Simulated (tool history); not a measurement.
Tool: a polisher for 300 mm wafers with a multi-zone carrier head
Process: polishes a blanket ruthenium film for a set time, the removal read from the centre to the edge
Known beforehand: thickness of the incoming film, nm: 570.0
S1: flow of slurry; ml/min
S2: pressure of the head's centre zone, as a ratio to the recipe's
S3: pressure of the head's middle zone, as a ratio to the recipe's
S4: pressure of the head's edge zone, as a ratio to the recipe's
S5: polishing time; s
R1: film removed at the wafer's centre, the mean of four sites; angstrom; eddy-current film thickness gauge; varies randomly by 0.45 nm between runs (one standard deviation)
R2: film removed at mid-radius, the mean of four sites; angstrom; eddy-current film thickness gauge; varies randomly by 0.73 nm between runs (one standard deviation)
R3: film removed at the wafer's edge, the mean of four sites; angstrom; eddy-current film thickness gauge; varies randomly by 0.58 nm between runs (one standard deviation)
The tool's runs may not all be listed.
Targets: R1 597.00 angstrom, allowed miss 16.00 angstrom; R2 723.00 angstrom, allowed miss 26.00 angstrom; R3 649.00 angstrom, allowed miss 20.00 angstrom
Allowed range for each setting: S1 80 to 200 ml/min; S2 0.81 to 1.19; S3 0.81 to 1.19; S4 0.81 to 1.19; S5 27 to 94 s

| run | hour | S1 | S2 | S3 | S4 | S5 | R1 | R2 | R3 |
|---|---|---|---|---|---|---|---|---|---|
| 1 | 0.0 | 130 | 1.00 | 1.00 | 1.00 | 60 | 554.11 | 570.39 | 583.34 |
| 2 | 2.0 | 110 | 1.00 | 1.00 | 1.00 | 60 | 522.49 | 554.73 | 562.48 |
| 3 | 10.6 | 110 | 1.00 | 0.97 | 1.00 | 60 | 529.93 | 540.73 | 564.14 |
| 4 | 16.2 | 110 | 0.92 | 0.97 | 1.00 | 60 | 478.42 | 535.55 | 566.03 |
| 5 | 24.4 | 110 | 0.92 | 0.97 | 1.05 | 60 | 483.27 | 535.27 | 573.08 |
| 6 | 26.8 | 120 | 0.92 | 0.99 | 1.05 | 60 | 494.41 | 566.05 | 590.86 |
| 7 | 28.2 | 130 | 0.92 | 1.00 | 1.04 | 60 | 507.52 | 569.66 | 583.77 |
| 8 | 32.1 | 130 | 0.92 | 1.00 | 1.04 | 60 | 507.80 | 583.21 | 595.31 |
| 9 | 36.9 | 135 | 0.92 | 1.01 | 1.04 | 60 | 514.43 | 582.25 | 598.90 |
| 10 | 41.3 | 140 | 0.92 | 1.03 | 1.04 | 60 | 519.43 | 604.38 | 593.14 |
| 11 | 46.1 | 140 | 0.92 | 1.03 | 1.04 | 60 | 513.74 | 602.37 | 593.60 |
| 12 | 47.7 | 145 | 0.92 | 1.04 | 1.04 | 60 | 516.86 | 612.29 | 600.88 |
| 13 | 51.4 | 150 | 0.92 | 1.05 | 1.04 | 60 | 528.48 | 625.16 | 590.74 |
| 14 | 60.2 | 155 | 0.92 | 1.06 | 1.05 | 60 | 531.05 | 629.00 | 603.76 |

Which one of the following 4 next-run settings gets every result inside its allowed miss? There is exactly one.
| A | 69.0 | 180 | 0.89 | 0.94 | 1.07 | 68 | ? | ? | ? |
| B | 69.0 | 140 | 0.95 | 1.13 | 0.99 | 67 | ? | ? | ? |
| C | 69.0 | 175 | 0.99 | 1.04 | 1.10 | 62 | ? | ? | ? |
| D | 69.0 | 135 | 1.00 | 0.95 | 1.10 | 55 | ? | ? | ? |

| move | R1 | R2 | R3 |
|---|---|---|---|
| A | 599.90 | 664.96 | 707.42 |
| B | 598.65 | 729.71 | 646.31 |
| C | 606.14 | 656.69 | 650.87 |
| D | 512.07 | 512.57 | 556.95 |
A: brings the last run's worst result on target, with another outside its allowed miss
B: every result within its allowed miss
C: brings the last run's worst result on target, with another outside its allowed miss
D: its largest miss is bigger than the last run's
Move B is the one to make.
